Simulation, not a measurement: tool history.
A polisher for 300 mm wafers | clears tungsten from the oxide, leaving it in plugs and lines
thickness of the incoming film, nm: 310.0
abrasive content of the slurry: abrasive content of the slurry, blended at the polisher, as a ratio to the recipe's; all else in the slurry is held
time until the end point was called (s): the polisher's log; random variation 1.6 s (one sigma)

run,hour,flow of slurry (ml/min),pressure of the wafer on the pad (kPa),speed of the pad under the wafer (m/s),abrasive content of the slurry,overpolish time after the end point (s),time until the end point was called (s)
1,0.0,165,16.5,0.94,1.0,35,125.17
2,0.9,165,17.2,0.94,1.0,35,120.03
3,6.7,165,15.9,0.94,1.0,35,128.85
4,13.9,165,16.5,0.94,1.0,35,125.58
5,20.2,165,17.2,0.94,1.0,35,120.95
6,24.8,165,17.2,0.94,1.0,38,118.75
7,30.4,165,17.9,0.94,1.0,38,116.45

The next listed run, before its measurement:
8,31.8,165,18.6,0.94,1.0,38,?

time until the end point was called (s): 112.14
